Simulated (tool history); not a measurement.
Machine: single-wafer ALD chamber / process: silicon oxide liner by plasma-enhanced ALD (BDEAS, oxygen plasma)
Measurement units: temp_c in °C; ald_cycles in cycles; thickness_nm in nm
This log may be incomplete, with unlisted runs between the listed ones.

{"run": 1, "hour": 0.0, "temp_c": 320, "ald_cycles": 73, "thickness_nm": 6.429}
{"run": 2, "hour": 6.8, "temp_c": 320, "ald_cycles": 69, "thickness_nm": 6.0378}
{"run": 3, "hour": 9.1, "temp_c": 316, "ald_cycles": 69, "thickness_nm": 6.0781}
{"run": 4, "hour": 12.0, "temp_c": 316, "ald_cycles": 73, "thickness_nm": 6.4306}
{"run": 5, "hour": 18.0, "temp_c": 316, "ald_cycles": 69, "thickness_nm": 6.0663}
{"run": 6, "hour": 21.9, "temp_c": 307, "ald_cycles": 69, "thickness_nm": 6.179}
{"hour": 30.3, "done": "thermocouple changed; heater temperature recalibrated"}
{"run": 7, "hour": 30.3, "temp_c": 306, "ald_cycles": 70, "thickness_nm": 6.2361}

Predict the results of run 8:
{"run": 8, "hour": 37.0, "temp_c": 306, "ald_cycles": 71, "thickness_nm": "?"}

Run 8 produced thickness_nm 6.3391 nm.
